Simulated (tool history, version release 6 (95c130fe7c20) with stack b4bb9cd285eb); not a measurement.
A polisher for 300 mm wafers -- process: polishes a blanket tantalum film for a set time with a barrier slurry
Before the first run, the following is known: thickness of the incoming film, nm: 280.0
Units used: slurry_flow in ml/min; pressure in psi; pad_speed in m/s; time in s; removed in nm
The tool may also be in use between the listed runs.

run	hour	slurry_flow	pressure	pad_speed	slurry_solids	time	removed
1	0	140	1.5	0.96	1	43	39.332
2	2.2	140	1.5	0.96	1	38	34.394
3	9.3	155	1.5	0.96	1	38	35.113
4	15.7	155	1.6	0.96	1	38	37.577
5	20.9	155	1.6	0.72	1	38	28.709
6	29.3	155	1.6	0.72	1	38	28.114
7	35.8	155	1.7	0.74	1	38	30.513
8	41.4	155	1.8	0.76	1	38	33.455
9	44.5	155	1.9	0.78	1	38	35.952
10	45.9	155	1.9	0.8	1	38	36.838

The next listed run, before its measurement:
11	48.8	155	2.1	0.84	1	38	?

removed: 42.477 nm

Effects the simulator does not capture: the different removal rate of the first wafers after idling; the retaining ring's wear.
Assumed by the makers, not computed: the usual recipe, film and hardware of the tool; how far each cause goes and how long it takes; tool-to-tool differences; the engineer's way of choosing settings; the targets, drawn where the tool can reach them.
